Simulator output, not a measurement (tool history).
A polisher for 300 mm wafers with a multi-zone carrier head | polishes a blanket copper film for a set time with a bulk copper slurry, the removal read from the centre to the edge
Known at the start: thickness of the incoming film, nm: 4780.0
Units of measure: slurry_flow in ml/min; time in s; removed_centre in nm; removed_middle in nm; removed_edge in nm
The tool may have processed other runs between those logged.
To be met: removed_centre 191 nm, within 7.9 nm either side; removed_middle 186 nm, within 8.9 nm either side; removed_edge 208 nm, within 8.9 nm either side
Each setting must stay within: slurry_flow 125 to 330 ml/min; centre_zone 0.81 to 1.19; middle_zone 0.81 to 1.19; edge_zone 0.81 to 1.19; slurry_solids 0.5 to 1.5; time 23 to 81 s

| run | day | slurry_flow | centre_zone | middle_zone | edge_zone | slurry_solids | time | removed_centre | removed_middle | removed_edge |
|---|---|---|---|---|---|---|---|---|---|---|
| 1 | 0 | 210 | 1 | 1 | 1 | 1 | 52 | 412.99 | 405.28 | 400.67 |
| 2 | 0.117 | 210 | 1 | 1.06 | 1 | 1 | 52 | 403.49 | 429.67 | 408.48 |
| 3 | 0.371 | 210 | 1 | 1.12 | 1 | 1 | 52 | 403.68 | 447.24 | 409.64 |
| 4 | 0.658 | 210 | 1 | 1.09 | 1 | 1 | 52 | 408.85 | 425.95 | 403.13 |
| 5 | 0.917 | 200 | 0.98 | 1.04 | 1.02 | 0.9 | 45 | 339.5 | 351.09 | 338.84 |
| 6 | 1.104 | 190 | 0.95 | 0.99 | 1.05 | 0.8 | 41 | 287.82 | 299.16 | 305.12 |
| 7 | 1.367 | 190 | 0.95 | 0.99 | 1.05 | 0.8 | 41 | 286.7 | 295.8 | 296.73 |
| 8 | 1.596 | 190 | 0.95 | 0.99 | 1.05 | 0.8 | 41 | 286.49 | 299.43 | 300.72 |

Below are 4 possible settings for the next run. Only one of them brings all results inside the allowed miss of their targets. Which is it?
| A | 1.825 | 180 | 1.16 | 0.87 | 0.83 | 0.85 | 56 | ? | ? | ? |
| B | 1.825 | 200 | 1.01 | 0.89 | 1.07 | 0.85 | 29 | ? | ? | ? |
| C | 1.825 | 195 | 0.94 | 0.86 | 1.08 | 0.75 | 28 | ? | ? | ? |
| D | 1.825 | 205 | 1.08 | 1.01 | 1.01 | 0.75 | 56 | ? | ? | ? |

| move | removed_centre | removed_middle | removed_edge |
|---|---|---|---|
| A | 476.51 | 377.34 | 371.83 |
| B | 217.76 | 200.82 | 218.84 |
| C | 188.9 | 183.24 | 205.28 |
| D | 437.28 | 409.73 | 398.21 |
A: misses by more than the last run did
B: nearer the targets than the last run, but a result is still out of spec
C: hits every target within its allowed miss
D: misses by more than the last run did
Correct choice: C, which meets every target
